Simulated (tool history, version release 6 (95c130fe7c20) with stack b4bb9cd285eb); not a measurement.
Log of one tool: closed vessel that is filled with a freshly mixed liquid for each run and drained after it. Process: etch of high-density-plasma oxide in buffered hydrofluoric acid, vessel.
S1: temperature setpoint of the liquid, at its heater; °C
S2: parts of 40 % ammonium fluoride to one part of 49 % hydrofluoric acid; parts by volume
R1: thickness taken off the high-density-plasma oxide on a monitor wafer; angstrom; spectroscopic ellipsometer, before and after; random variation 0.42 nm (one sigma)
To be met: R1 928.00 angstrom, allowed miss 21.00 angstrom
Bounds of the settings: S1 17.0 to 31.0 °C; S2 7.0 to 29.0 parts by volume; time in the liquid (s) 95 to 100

{"run": 1, "day": 0.0, "S1": 23.0, "S2": 18.0, "time in the liquid (s)": 95, "R1": 575.21}
{"run": 2, "day": 0.325, "S1": 23.0, "S2": 14.0, "time in the liquid (s)": 95, "R1": 733.47}
{"run": 3, "day": 0.496, "S1": 21.0, "S2": 14.0, "time in the liquid (s)": 95, "R1": 665.04}
{"run": 4, "day": 0.817, "S1": 21.0, "S2": 19.0, "time in the liquid (s)": 95, "R1": 484.51}
{"run": 5, "day": 0.9, "S1": 21.0, "S2": 21.5, "time in the liquid (s)": 95, "R1": 442.88}
{"run": 6, "day": 1.138, "S1": 22.0, "S2": 21.0, "time in the liquid (s)": 95, "R1": 473.82}
{"run": 7, "day": 1.288, "S1": 23.0, "S2": 20.5, "time in the liquid (s)": 95, "R1": 509.23}
{"run": 8, "day": 1.362, "S1": 24.0, "S2": 20.0, "time in the liquid (s)": 95, "R1": 545.97}
{"run": 9, "day": 1.571, "S1": 28.0, "S2": 15.5, "time in the liquid (s)": 95, "R1": 877.68}
{"run": 10, "day": 1.729, "S1": 28.5, "S2": 15.5, "time in the liquid (s)": 95, "R1": 901.24}

Which of these 5 next moves meets every target?
{"run": "A", "day": 1.888, "S1": 28.0, "S2": 15.5, "time in the liquid (s)": 95, "R1": "?"}
{"run": "B", "day": 1.888, "S1": 28.0, "S2": 17.0, "time in the liquid (s)": 100, "R1": "?"}
{"run": "C", "day": 1.888, "S1": 27.0, "S2": 14.5, "time in the liquid (s)": 100, "R1": "?"}
{"run": "D", "day": 1.888, "S1": 29.0, "S2": 15.5, "time in the liquid (s)": 100, "R1": "?"}
{"run": "E", "day": 1.888, "S1": 30.0, "S2": 15.5, "time in the liquid (s)": 95, "R1": "?"}

move=A R1=873.10
move=B R1=839.29
move=C R1=929.84
move=D R1=969.54
move=E R1=971.34
A: further off than the last run
B: further off than the last run
C: meets every target
D: takes the result that was furthest off past its target
E: takes the result that was furthest off past its target
Move C is the one to make.
